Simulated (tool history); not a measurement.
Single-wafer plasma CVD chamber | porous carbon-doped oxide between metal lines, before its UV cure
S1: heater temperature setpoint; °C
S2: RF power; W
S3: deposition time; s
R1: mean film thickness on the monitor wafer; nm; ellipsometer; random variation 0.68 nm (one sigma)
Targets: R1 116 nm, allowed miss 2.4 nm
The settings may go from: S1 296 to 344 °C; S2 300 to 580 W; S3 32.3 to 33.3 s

run	hour	S1	S2	S3	R1
1	0	320	440	32.3	139.48
2	6.5	320	440	33.3	142.7
3	15.5	322	430	33.3	139.93
4	21.8	322	430	32.3	135.38
5	29.3	329	430	32.3	131.81
6	33.1	329	485	32.3	142.7
7	38.4	331	470	32.3	137.86
8	39.2	333	460	32.3	134.8
9	40	334	450	32.3	133

4 next moves are on the table. One of them brings every result within its allowed miss. Which?
A	40.8	339	445	32.3	?
B	40.8	314	485	32.3	?
C	40.8	339	380	32.3	?
D	40.8	335	470	33.3	?

move	R1
A	129.14
B	151.46
C	116.32
D	139.86
A: nearer than the last run, and not there yet
B: further off than the last run
C: meets every target
D: further off than the last run
Answer: C

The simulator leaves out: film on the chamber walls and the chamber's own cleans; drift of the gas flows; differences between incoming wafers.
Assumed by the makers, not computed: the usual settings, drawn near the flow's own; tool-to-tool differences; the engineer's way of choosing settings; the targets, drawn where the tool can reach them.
